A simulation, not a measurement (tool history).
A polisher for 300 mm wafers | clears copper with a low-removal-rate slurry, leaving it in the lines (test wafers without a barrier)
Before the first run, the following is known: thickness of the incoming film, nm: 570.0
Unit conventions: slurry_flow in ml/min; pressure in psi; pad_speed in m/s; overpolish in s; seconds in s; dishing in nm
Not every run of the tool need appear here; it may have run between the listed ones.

run  hour  slurry_flow  pressure  pad_speed  slurry_solids  overpolish  seconds  dishing
  1     0          170       3.8       1.32              1          14   114.07   32.539
  2   8.7          170       3.8       1.32           1.15          14   110.68   33.281
  3  15.3          170       3.3       1.32           1.15          14   125.73   30.026
  4  22.3          180       3.8       1.32           1.15          15   109.14   33.594
  5  25.5          190       4.1       1.32           1.15          16   100.85    35.74
  6  34.3          195       4.3       1.32           1.15          17   95.621   39.298
  7  38.4          200       4.5       1.32           1.15          17   89.992   39.087

Estimate the outcome of run 8 from the log above:
  8  40.7          205       4.6       1.32           1.15          18        ?        ?

seconds: 88.925 s
dishing: 40.912 nm
